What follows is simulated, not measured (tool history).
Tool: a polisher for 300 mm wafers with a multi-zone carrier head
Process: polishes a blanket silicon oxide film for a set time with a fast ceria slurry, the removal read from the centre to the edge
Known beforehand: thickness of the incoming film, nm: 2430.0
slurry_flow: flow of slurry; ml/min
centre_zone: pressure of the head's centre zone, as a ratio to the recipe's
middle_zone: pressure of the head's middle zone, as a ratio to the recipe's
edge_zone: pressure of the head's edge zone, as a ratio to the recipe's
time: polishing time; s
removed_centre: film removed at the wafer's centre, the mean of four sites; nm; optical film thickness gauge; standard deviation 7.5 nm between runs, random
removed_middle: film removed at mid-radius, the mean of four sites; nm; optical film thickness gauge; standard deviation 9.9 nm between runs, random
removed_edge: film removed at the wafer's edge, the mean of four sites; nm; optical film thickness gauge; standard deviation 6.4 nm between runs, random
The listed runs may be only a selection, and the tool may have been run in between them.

run  hour  slurry_flow  centre_zone  middle_zone  edge_zone  time  removed_centre  removed_middle  removed_edge
  1   0.0          250         1.00         1.00       1.00    35          546.51          543.07        548.28
  2   7.7          250         1.00         0.93       1.00    35          541.75          516.37        546.52
  3  13.4          255         1.00         0.96       1.04    38          587.14          576.99        604.42
  4  15.9          260         1.01         0.97       1.07    40          640.67          614.88        647.23
  5  23.9          260         0.96         0.97       1.07    40          599.29          609.75        657.07
  6  30.8          260         0.96         1.03       1.07    40          608.19          627.91        639.42
  7  36.6          270         0.97         1.03       1.09    42          650.48          670.63        684.12
  8  37.3          275         0.98         1.03       1.11    43          665.69          683.87        702.23
  9  40.2          275         0.99         1.02       1.12    44          690.57          692.00        729.26
 10  44.8          275         0.99         1.02       1.13    45          697.82          693.16        750.95

Run 11, settings as shown, results not yet in. Your forecast:
 11  50.6          280         0.99         1.03       1.13    45               ?               ?             ?

{"run 11": {"removed_centre": 714.93, "removed_middle": 722.29, "removed_edge": 743.82}}
